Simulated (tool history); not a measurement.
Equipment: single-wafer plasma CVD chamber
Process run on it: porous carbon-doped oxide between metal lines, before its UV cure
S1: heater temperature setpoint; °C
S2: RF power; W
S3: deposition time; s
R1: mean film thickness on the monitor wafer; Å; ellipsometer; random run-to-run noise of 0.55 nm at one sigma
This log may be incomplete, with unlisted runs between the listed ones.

run,hour,S1,S2,S3,R1
1,0.0,325,525,49.8,2595.0
2,4.5,317,525,49.8,2734.5
3,6.5,311,525,49.8,2814.3
4,9.8,311,590,49.8,2990.8
# hour 11.7: RF generator calibrated
5,11.7,318,560,49.8,2851.5
6,20.5,318,510,49.8,2723.9

Run 7 is up next; what results do you expect?
7,23.4,324,495,49.8,?

Run 7 measured R1 2591.9 Å.
